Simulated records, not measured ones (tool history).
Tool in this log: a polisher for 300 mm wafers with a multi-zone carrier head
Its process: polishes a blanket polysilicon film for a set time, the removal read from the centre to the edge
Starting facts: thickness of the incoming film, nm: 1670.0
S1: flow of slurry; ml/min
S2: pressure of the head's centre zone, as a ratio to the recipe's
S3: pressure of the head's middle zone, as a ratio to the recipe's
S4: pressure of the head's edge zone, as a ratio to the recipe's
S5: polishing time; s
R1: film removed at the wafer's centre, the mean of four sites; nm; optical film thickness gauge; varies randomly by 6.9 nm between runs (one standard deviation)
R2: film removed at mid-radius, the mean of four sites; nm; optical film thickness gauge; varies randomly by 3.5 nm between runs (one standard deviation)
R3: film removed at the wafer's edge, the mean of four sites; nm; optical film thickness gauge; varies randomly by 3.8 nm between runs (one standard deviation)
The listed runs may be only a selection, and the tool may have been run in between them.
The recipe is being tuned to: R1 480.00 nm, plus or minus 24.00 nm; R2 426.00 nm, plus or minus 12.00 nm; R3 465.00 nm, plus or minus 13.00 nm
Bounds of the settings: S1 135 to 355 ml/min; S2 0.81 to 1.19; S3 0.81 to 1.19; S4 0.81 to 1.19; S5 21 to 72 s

run	hour	S1	S2	S3	S4	S5	R1	R2	R3
1	0.0	225	1.00	1.00	1.00	46	388.03	384.94	393.23
2	3.7	240	1.03	1.00	1.05	47	415.30	395.52	415.99
3	8.3	255	1.05	1.01	1.08	47	420.36	406.44	422.53
4	13.3	255	1.05	1.06	1.08	47	426.69	423.66	420.23
5	21.3	255	1.10	1.06	1.08	47	441.03	426.02	422.10
6	24.1	255	1.10	1.06	1.13	47	439.03	426.65	425.44
7	30.0	265	1.11	1.03	1.15	48	463.10	423.33	445.26
8	37.7	270	1.11	1.02	1.16	48	461.10	420.54	448.12
9	42.6	275	1.11	1.02	1.17	48	477.30	417.14	450.69
10	44.5	275	1.10	1.02	1.18	48	449.67	422.18	450.99
11	52.8	280	1.11	1.02	1.18	48	468.87	423.51	447.46
12	59.2	275	1.11	1.01	1.18	48	451.79	415.87	451.82
13	66.0	280	1.12	1.01	1.18	48	467.49	420.56	451.77

Which single option among these 4 for the next run brings every result within its allowed miss of target? Just one does.
A	72.8	245	1.14	1.01	1.19	50	?	?	?
B	72.8	240	1.07	0.85	1.19	53	?	?	?
C	72.8	240	0.93	0.94	1.19	53	?	?	?
D	72.8	280	1.08	1.01	1.16	46	?	?	?

move	R1	R2	R3
A	478.64	426.15	467.10
B	474.06	390.33	495.20
C	411.85	424.60	494.61
D	424.39	398.42	429.60
A: every result lands within tolerance
B: carries the result that was furthest off beyond its target, to the other side
C: carries the result that was furthest off beyond its target, to the other side
D: further off than the last run
A is the move that brings every result within its allowed miss.

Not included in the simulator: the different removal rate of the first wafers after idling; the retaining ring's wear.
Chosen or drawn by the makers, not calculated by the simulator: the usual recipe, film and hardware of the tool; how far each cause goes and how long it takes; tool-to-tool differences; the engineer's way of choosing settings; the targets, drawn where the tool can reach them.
